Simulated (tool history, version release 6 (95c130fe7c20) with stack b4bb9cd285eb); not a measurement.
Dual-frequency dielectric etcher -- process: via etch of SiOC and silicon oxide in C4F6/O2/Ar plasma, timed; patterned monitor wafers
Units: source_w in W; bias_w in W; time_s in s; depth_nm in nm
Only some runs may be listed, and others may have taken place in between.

run 1 hour=0 | source_w=270 bias_w=237 time_s=47.5 | depth_nm=45.556
run 2 hour=5.5 | source_w=270 bias_w=237 time_s=47.5 | depth_nm=45.358
run 3 hour=14.1 | source_w=250 bias_w=228 time_s=47 | depth_nm=43.191
run 4 hour=18.7 | source_w=250 bias_w=228 time_s=47.5 | depth_nm=43.691
run 5 hour=20.1 | source_w=250 bias_w=228 time_s=47.5 | depth_nm=43.747
-- hour=21.5 source power generator calibrated
run 6 hour=21.5 | source_w=270 bias_w=228 time_s=47.5 | depth_nm=45.532
run 7 hour=23.5 | source_w=250 bias_w=223 time_s=47 | depth_nm=43.446

Run 8 has not been measured yet. What should we expect?
run 8 hour=25.1 | source_w=250 bias_w=223 time_s=47 | depth_nm=?

depth_nm: 43.428 nm

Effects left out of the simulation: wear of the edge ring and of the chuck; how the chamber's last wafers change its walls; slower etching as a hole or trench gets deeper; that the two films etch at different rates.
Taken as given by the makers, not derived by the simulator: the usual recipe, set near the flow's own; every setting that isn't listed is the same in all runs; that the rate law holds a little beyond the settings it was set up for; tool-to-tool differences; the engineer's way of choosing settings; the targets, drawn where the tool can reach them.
